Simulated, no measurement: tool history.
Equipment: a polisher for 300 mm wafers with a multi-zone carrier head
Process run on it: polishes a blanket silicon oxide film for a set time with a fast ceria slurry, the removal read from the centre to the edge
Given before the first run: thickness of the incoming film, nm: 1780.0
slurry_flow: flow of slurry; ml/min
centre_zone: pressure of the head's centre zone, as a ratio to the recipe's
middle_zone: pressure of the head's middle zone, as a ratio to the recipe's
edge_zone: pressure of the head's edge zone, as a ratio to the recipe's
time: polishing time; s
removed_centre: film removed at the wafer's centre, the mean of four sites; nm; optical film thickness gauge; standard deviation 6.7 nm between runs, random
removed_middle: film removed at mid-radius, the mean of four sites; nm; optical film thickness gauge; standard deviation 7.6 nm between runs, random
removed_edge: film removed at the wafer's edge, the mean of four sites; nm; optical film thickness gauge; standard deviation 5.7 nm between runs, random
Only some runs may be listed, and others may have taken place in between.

{"run": 1, "hour": 0.0, "slurry_flow": 310, "centre_zone": 1.0, "middle_zone": 1.0, "edge_zone": 1.0, "time": 39, "removed_centre": 558.65, "removed_middle": 561.06, "removed_edge": 547.16}
{"run": 2, "hour": 2.8, "slurry_flow": 320, "centre_zone": 1.05, "middle_zone": 1.01, "edge_zone": 1.05, "time": 42, "removed_centre": 628.08, "removed_middle": 606.42, "removed_edge": 601.2}
{"run": 3, "hour": 5.3, "slurry_flow": 330, "centre_zone": 1.09, "middle_zone": 1.02, "edge_zone": 1.08, "time": 44, "removed_centre": 682.61, "removed_middle": 656.43, "removed_edge": 628.31}
{"run": 4, "hour": 10.3, "slurry_flow": 330, "centre_zone": 1.09, "middle_zone": 1.02, "edge_zone": 1.08, "time": 39, "removed_centre": 611.41, "removed_middle": 562.6, "removed_edge": 558.29}
{"run": 5, "hour": 14.3, "slurry_flow": 330, "centre_zone": 1.09, "middle_zone": 1.02, "edge_zone": 1.15, "time": 39, "removed_centre": 603.56, "removed_middle": 580.68, "removed_edge": 575.04}
{"run": 6, "hour": 17.2, "slurry_flow": 330, "centre_zone": 1.09, "middle_zone": 1.02, "edge_zone": 1.15, "time": 33, "removed_centre": 506.96, "removed_middle": 489.41, "removed_edge": 494.84}
{"run": 7, "hour": 21.0, "slurry_flow": 335, "centre_zone": 1.11, "middle_zone": 1.0, "edge_zone": 1.16, "time": 38, "removed_centre": 604.6, "removed_middle": 550.64, "removed_edge": 578.65}
{"run": 8, "hour": 28.9, "slurry_flow": 350, "centre_zone": 1.13, "middle_zone": 1.01, "edge_zone": 1.17, "time": 41, "removed_centre": 655.77, "removed_middle": 589.43, "removed_edge": 629.63}
{"run": 9, "hour": 37.4, "slurry_flow": 350, "centre_zone": 1.15, "middle_zone": 1.02, "edge_zone": 1.17, "time": 43, "removed_centre": 702.83, "removed_middle": 628.52, "removed_edge": 638.29}

For run 10, what comes out?
{"run": 10, "hour": 46.3, "slurry_flow": 355, "centre_zone": 1.16, "middle_zone": 1.02, "edge_zone": 1.18, "time": 45, "removed_centre": "?", "removed_middle": "?", "removed_edge": "?"}

Logged for run 10: removed_centre 751.78 nm, removed_middle 666.92 nm, removed_edge 686.96 nm.

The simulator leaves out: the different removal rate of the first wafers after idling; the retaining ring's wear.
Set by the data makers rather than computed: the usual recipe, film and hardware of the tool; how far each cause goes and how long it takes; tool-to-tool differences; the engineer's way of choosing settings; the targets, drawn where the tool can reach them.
